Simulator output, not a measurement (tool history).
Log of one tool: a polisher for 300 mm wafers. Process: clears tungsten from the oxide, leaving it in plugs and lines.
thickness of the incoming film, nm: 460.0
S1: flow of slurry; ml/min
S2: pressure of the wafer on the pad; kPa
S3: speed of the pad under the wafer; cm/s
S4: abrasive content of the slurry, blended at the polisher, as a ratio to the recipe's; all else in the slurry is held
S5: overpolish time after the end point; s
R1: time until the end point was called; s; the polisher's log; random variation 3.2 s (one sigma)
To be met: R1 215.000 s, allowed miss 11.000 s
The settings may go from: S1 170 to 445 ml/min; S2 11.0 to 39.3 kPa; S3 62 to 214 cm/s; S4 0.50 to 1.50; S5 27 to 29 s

{"run": 1, "hour": 0.0, "S1": 285, "S2": 24.8, "S3": 138, "S4": 1.0, "S5": 27, "R1": 75.042}
{"run": 2, "hour": 8.0, "S1": 285, "S2": 24.8, "S3": 138, "S4": 1.0, "S5": 29, "R1": 75.874}
{"run": 3, "hour": 14.9, "S1": 285, "S2": 24.8, "S3": 138, "S4": 1.0, "S5": 29, "R1": 74.837}
{"run": 4, "hour": 19.4, "S1": 285, "S2": 24.8, "S3": 138, "S4": 1.0, "S5": 29, "R1": 74.968}
{"run": 5, "hour": 23.8, "S1": 285, "S2": 23.4, "S3": 130, "S4": 1.0, "S5": 29, "R1": 83.757}
{"run": 6, "hour": 29.9, "S1": 285, "S2": 23.4, "S3": 130, "S4": 0.85, "S5": 29, "R1": 85.549}
{"run": 7, "hour": 35.1, "S1": 270, "S2": 16.5, "S3": 92, "S4": 0.8, "S5": 29, "R1": 163.32}
{"run": 8, "hour": 39.7, "S1": 270, "S2": 15.9, "S3": 92, "S4": 0.8, "S5": 29, "R1": 170.39}
{"run": 9, "hour": 45.7, "S1": 270, "S2": 11.0, "S3": 86, "S4": 0.8, "S5": 29, "R1": 258.9}
{"run": 10, "hour": 52.6, "S1": 270, "S2": 11.0, "S3": 86, "S4": 0.8, "S5": 29, "R1": 252.82}
{"run": 11, "hour": 59.9, "S1": 270, "S2": 12.4, "S3": 86, "S4": 0.8, "S5": 29, "R1": 227.95}
{"run": 12, "hour": 65.5, "S1": 270, "S2": 12.4, "S3": 86, "S4": 0.8, "S5": 29, "R1": 227.55}

5 next moves are on the table. One of them brings every result within its allowed miss. Which?
{"run": "A", "hour": 71.1, "S1": 280, "S2": 13.1, "S3": 66, "S4": 0.8, "S5": 29, "R1": "?"}
{"run": "B", "hour": 71.1, "S1": 275, "S2": 12.4, "S3": 62, "S4": 1.2, "S5": 29, "R1": "?"}
{"run": "C", "hour": 71.1, "S1": 215, "S2": 11.0, "S3": 100, "S4": 0.65, "S5": 27, "R1": "?"}
{"run": "D", "hour": 71.1, "S1": 275, "S2": 11.0, "S3": 102, "S4": 0.5, "S5": 29, "R1": "?"}
{"run": "E", "hour": 71.1, "S1": 250, "S2": 17.2, "S3": 66, "S4": 0.7, "S5": 28, "R1": "?"}

move=A R1=258.810
move=B R1=253.610
move=C R1=244.560
move=D R1=254.680
move=E R1=209.780
A: further off than the last run
B: further off than the last run
C: further off than the last run
D: further off than the last run
E: meets every target
Move E is the one to make.
